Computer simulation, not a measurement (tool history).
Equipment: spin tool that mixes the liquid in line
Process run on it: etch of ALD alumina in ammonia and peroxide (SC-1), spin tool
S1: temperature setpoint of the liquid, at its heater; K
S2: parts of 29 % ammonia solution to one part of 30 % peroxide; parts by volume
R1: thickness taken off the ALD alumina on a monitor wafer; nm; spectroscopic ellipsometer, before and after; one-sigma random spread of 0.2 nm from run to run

Run 1, hour 0: S1 323.15 K, S2 0.75 parts by volume, time under the liquid (s) 280. Result: R1 11.48 nm.
Run 2, hour 3.8: S1 324.65 K, S2 0.75 parts by volume, time under the liquid (s) 280. Result: R1 12.486 nm.
Run 3, hour 5.6: S1 318.65 K, S2 0.75 parts by volume, time under the liquid (s) 280. Result: R1 8.8843 nm.
Run 4, hour 13.9: S1 318.65 K, S2 0.75 parts by volume, time under the liquid (s) 305. Result: R1 9.6337 nm.
Run 5, hour 14.8: S1 315.15 K, S2 0.75 parts by volume, time under the liquid (s) 305. Result: R1 8.0151 nm.
Run 6, hour 18.3: S1 315.15 K, S2 0.75 parts by volume, time under the liquid (s) 280. Result: R1 7.3583 nm.
Run 7, hour 22.2: S1 323.15 K, S2 0.8 parts by volume, time under the liquid (s) 280. Result: R1 11.483 nm.
Run 8, hour 27.8: S1 324.65 K, S2 0.8 parts by volume, time under the liquid (s) 280. Result: R1 12.605 nm.
Run 9, hour 35.9: S1 326.15 K, S2 0.8 parts by volume, time under the liquid (s) 280. Result: R1 13.558 nm.

Estimate the outcome of run 10 from the log above:
Run 10, hour 43.4: S1 327.15 K, S2 0.8 parts by volume, time under the liquid (s) 280. Result: R1 ?.

Run 10 measured R1 14.517 nm.
